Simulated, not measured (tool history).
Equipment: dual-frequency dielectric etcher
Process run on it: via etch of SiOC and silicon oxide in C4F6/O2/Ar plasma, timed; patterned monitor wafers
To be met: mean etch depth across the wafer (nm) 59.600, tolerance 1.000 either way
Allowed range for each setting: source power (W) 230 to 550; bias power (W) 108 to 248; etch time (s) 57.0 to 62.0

run  hour  source power (W)  bias power (W)  etch time (s)  mean etch depth across the wafer (nm)
  1   0.0               390             178           62.0                                 68.612
  2   7.9               360             178           62.0                                 67.277
  3  16.4               410             178           62.0                                 69.612
  4  20.5               370             178           62.0                                 67.973
  5  23.6               370             178           62.0                                 67.656
  6  26.8               340             172           62.0                                 65.279
  7  34.9               310             169           62.0                                 62.703
  8  39.4               300             168           62.0                                 62.356
  9  48.1               290             167           62.0                                 61.087
 10  55.4               280             167           62.0                                 60.706

Of the 4 settings listed for the next run, only one would bring every result within its allowed miss of target. Which one?
  A  62.7               230             218           57.5                                      ?
  B  62.7               280             169           60.0                                      ?
  C  62.7               290             164           59.0                                      ?
  D  62.7               280             164           58.5                                      ?

move  mean etch depth across the wafer (nm)
   A                                 61.770
   B                                 59.451
   C                                 58.073
   D                                 57.071
A: moves away from the targets compared with the last run
B: meets every target
C: takes the result that was furthest off past its target
D: takes the result that was furthest off past its target
So the answer is move B, the one that meets all the targets.
